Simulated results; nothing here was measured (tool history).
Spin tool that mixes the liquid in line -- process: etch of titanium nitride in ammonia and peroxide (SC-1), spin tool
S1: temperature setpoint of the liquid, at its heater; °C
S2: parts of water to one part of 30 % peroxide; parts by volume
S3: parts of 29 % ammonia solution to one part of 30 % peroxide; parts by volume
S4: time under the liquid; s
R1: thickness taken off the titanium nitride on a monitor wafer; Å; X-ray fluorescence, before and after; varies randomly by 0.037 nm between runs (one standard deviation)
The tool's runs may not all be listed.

Run 1, hour 0: S1 63 °C, S2 10.5 parts by volume, S3 0.85 parts by volume, S4 60 s. Result: R1 84.861 Å.
Run 2, hour 8.3: S1 63 °C, S2 10.5 parts by volume, S3 0.7 parts by volume, S4 60 s. Result: R1 82.013 Å.
Run 3, hour 15.5: S1 61 °C, S2 10.5 parts by volume, S3 0.7 parts by volume, S4 60 s. Result: R1 71.546 Å.
Run 4, hour 23.5: S1 56 °C, S2 10.5 parts by volume, S3 0.7 parts by volume, S4 60 s. Result: R1 51.954 Å.
Run 5, hour 28.4: S1 63 °C, S2 10.5 parts by volume, S3 0.7 parts by volume, S4 60 s. Result: R1 80.876 Å.
Run 6, hour 34.5: S1 63 °C, S2 8 parts by volume, S3 0.7 parts by volume, S4 60 s. Result: R1 94.371 Å.
At hour 36.7: new drum of ammonia solution connected.
Run 7, hour 36.7: S1 61 °C, S2 8 parts by volume, S3 0.7 parts by volume, S4 60 s. Result: R1 83.185 Å.

Estimate the outcome of run 8 from the log above:
Run 8, hour 38.9: S1 59 °C, S2 8 parts by volume, S3 0.7 parts by volume, S4 60 s. Result: R1 ?.

Run 8 produced R1 73.096 Å.

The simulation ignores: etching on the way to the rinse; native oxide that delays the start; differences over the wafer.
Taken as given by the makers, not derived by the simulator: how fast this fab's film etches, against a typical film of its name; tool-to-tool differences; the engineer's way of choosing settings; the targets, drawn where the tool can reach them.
